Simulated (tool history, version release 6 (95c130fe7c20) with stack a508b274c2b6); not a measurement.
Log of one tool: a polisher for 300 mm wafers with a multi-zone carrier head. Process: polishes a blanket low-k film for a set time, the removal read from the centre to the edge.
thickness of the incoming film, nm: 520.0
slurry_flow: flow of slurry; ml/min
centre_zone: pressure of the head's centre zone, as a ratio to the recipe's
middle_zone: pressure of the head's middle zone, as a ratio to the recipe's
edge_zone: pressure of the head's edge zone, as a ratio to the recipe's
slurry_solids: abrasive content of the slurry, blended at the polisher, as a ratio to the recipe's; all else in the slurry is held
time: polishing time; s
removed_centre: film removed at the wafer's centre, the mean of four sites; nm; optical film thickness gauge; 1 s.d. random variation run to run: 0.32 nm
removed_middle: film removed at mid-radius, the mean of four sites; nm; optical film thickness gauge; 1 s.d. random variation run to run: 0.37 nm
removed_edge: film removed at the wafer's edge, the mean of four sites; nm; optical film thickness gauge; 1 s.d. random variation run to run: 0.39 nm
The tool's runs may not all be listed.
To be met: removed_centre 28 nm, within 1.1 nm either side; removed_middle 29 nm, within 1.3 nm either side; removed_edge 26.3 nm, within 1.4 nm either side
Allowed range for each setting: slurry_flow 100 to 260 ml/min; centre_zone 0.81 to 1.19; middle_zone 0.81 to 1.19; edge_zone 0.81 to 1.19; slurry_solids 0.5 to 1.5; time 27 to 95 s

run	hour	slurry_flow	centre_zone	middle_zone	edge_zone	slurry_solids	time	removed_centre	removed_middle	removed_edge
1	0	165	1	1	1	1	61	20.084	19.607	19.357
2	4.7	165	1.07	1	1	1	61	20.895	19.276	20.186
3	5.8	170	1.07	1.02	1	1.05	61	21.958	19.891	21.002
4	8.7	170	1.07	0.97	1	1.05	61	22.096	19.38	20.398
5	14.8	195	1.07	0.97	1	1.05	61	22.26	20.137	21.113
6	18	200	1.07	0.99	0.99	1.1	61	23.604	20.802	21.292
7	24.8	205	1.06	1.01	1	1.1	61	23.271	21.17	21.35
8	33	205	1.06	1.01	1	1.1	61	22.748	21.426	21.743
9	36.3	210	1.06	1.02	0.99	1.15	61	24.225	21.626	22.036

Consider the 4 candidate settings below. Which is the only one whose results all fall within their allowed miss of target?
A	39.6	235	0.98	1.07	0.86	1.15	77	?	?	?
B	39.6	100	1.19	0.81	1.19	1.5	68	?	?	?
C	39.6	200	1.05	1.06	1.07	1.1	72	?	?	?
D	39.6	190	1.08	1.03	0.95	1.5	46	?	?	?

move	removed_centre	removed_middle	removed_edge
A	28.331	28.932	26.561
B	28.937	19.732	27.714
C	27.105	25.666	26.343
D	20.404	18.354	18.315
A: in spec on every target
B: moves away from the targets compared with the last run
C: closer than the last run, but not yet in spec
D: moves away from the targets compared with the last run
Answer: A

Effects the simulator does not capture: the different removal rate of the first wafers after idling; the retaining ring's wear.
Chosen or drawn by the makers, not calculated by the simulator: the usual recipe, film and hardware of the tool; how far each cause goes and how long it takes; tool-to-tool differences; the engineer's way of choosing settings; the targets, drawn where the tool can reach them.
